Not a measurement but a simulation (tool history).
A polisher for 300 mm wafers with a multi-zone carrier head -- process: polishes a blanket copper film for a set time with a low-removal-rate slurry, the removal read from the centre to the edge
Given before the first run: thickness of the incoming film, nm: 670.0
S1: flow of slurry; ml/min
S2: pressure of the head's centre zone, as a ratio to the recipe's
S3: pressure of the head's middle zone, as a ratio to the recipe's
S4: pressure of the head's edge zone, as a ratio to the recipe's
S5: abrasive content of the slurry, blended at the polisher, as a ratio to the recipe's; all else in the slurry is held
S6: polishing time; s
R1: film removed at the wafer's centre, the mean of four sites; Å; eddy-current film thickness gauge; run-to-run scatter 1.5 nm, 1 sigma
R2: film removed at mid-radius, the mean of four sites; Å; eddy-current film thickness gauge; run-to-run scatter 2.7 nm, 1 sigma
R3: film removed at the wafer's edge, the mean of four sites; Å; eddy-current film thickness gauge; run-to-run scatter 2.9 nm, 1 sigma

{"run": 1, "hour": 0.0, "S1": 230, "S2": 1.0, "S3": 1.0, "S4": 1.0, "S5": 1.0, "S6": 47, "R1": 1563.0, "R2": 1548.9, "R3": 1524.5}
{"run": 2, "hour": 5.6, "S1": 230, "S2": 1.0, "S3": 1.0, "S4": 1.04, "S5": 1.0, "S6": 47, "R1": 1567.4, "R2": 1538.5, "R3": 1586.6}
{"run": 3, "hour": 10.0, "S1": 230, "S2": 1.0, "S3": 1.0, "S4": 1.01, "S5": 1.0, "S6": 47, "R1": 1556.5, "R2": 1614.8, "R3": 1562.5}
{"run": 4, "hour": 13.1, "S1": 230, "S2": 1.0, "S3": 1.0, "S4": 1.01, "S5": 1.1, "S6": 47, "R1": 1612.3, "R2": 1596.6, "R3": 1612.5}
{"run": 5, "hour": 20.1, "S1": 235, "S2": 1.0, "S3": 1.03, "S4": 1.0, "S5": 1.15, "S6": 48, "R1": 1658.1, "R2": 1698.4, "R3": 1614.5}
{"run": 6, "hour": 22.4, "S1": 240, "S2": 1.0, "S3": 1.05, "S4": 1.01, "S5": 1.2, "S6": 49, "R1": 1698.2, "R2": 1748.4, "R3": 1709.9}
{"run": 7, "hour": 24.0, "S1": 245, "S2": 1.0, "S3": 1.07, "S4": 1.0, "S5": 1.25, "S6": 50, "R1": 1744.3, "R2": 1846.2, "R3": 1705.6}

Run 8, settings as shown, results not yet in. Your forecast:
{"run": 8, "hour": 27.7, "S1": 250, "S2": 1.0, "S3": 1.09, "S4": 1.01, "S5": 1.3, "S6": 51, "R1": "?", "R2": "?", "R3": "?"}

R1: 1802.1 Å
R2: 1940.9 Å
R3: 1803.1 Å
